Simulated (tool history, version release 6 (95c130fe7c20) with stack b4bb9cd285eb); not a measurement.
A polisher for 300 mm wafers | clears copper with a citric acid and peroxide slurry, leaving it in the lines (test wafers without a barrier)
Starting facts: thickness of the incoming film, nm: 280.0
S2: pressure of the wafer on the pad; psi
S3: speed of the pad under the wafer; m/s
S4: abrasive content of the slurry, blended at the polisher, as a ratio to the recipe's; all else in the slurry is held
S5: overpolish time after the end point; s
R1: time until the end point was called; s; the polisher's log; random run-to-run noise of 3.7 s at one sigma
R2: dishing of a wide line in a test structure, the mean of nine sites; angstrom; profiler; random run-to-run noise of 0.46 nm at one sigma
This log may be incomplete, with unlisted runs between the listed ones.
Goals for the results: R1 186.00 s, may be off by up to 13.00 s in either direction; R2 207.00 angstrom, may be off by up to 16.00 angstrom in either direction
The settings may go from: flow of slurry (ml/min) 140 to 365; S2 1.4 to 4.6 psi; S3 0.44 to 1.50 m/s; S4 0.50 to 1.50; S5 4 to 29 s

{"run": 1, "day": 0.0, "flow of slurry (ml/min)": 235, "S2": 3.0, "S3": 0.96, "S4": 1.0, "S5": 15, "R1": 124.98, "R2": 229.03}
{"run": 2, "day": 0.042, "flow of slurry (ml/min)": 235, "S2": 3.0, "S3": 0.96, "S4": 1.0, "S5": 20, "R1": 120.51, "R2": 281.52}
{"run": 3, "day": 0.354, "flow of slurry (ml/min)": 235, "S2": 3.0, "S3": 1.08, "S4": 1.0, "S5": 20, "R1": 117.45, "R2": 304.93}
{"run": 4, "day": 0.504, "flow of slurry (ml/min)": 235, "S2": 3.0, "S3": 1.08, "S4": 1.0, "S5": 17, "R1": 116.09, "R2": 265.49}
{"run": 5, "day": 0.829, "flow of slurry (ml/min)": 235, "S2": 2.8, "S3": 1.08, "S4": 1.0, "S5": 17, "R1": 123.06, "R2": 249.5}
{"run": 6, "day": 0.892, "flow of slurry (ml/min)": 235, "S2": 2.6, "S3": 1.08, "S4": 1.0, "S5": 18, "R1": 128.34, "R2": 252.09}
{"run": 7, "day": 1.012, "flow of slurry (ml/min)": 235, "S2": 2.4, "S3": 1.06, "S4": 1.0, "S5": 18, "R1": 145.26, "R2": 231.02}
{"run": 8, "day": 1.062, "flow of slurry (ml/min)": 235, "S2": 2.3, "S3": 1.06, "S4": 1.0, "S5": 18, "R1": 149.94, "R2": 224.7}
{"run": 9, "day": 1.325, "flow of slurry (ml/min)": 235, "S2": 2.2, "S3": 1.06, "S4": 1.0, "S5": 18, "R1": 162.49, "R2": 214.63}
{"run": 10, "day": 1.588, "flow of slurry (ml/min)": 235, "S2": 1.8, "S3": 1.04, "S4": 1.0, "S5": 19, "R1": 196.78, "R2": 190.6}

Consider the 5 candidate settings below. Which is the only one whose results all fall within their allowed miss of target?
{"run": "A", "day": 1.85, "flow of slurry (ml/min)": 160, "S2": 1.7, "S3": 1.02, "S4": 1.1, "S5": 19, "R1": "?", "R2": "?"}
{"run": "B", "day": 1.85, "flow of slurry (ml/min)": 260, "S2": 2.1, "S3": 0.9, "S4": 0.95, "S5": 20, "R1": "?", "R2": "?"}
{"run": "C", "day": 1.85, "flow of slurry (ml/min)": 235, "S2": 2.0, "S3": 1.16, "S4": 1.05, "S5": 22, "R1": "?", "R2": "?"}
{"run": "D", "day": 1.85, "flow of slurry (ml/min)": 230, "S2": 1.8, "S3": 0.92, "S4": 1.0, "S5": 24, "R1": "?", "R2": "?"}
{"run": "E", "day": 1.85, "flow of slurry (ml/min)": 220, "S2": 1.9, "S3": 1.04, "S4": 0.95, "S5": 27, "R1": "?", "R2": "?"}

move=A R1=207.60 R2=176.16
move=B R1=185.12 R2=203.41
move=C R1=150.66 R2=255.98
move=D R1=210.60 R2=210.96
move=E R1=180.61 R2=259.95
A: further off than the last run
B: every result within its allowed miss
C: moves the result that the last run missed by most past its target, out the other side
D: brings the result that was furthest off to its target, and leaves another outside
E: moves the result that the last run missed by most past its target, out the other side
Move B is the one to make.
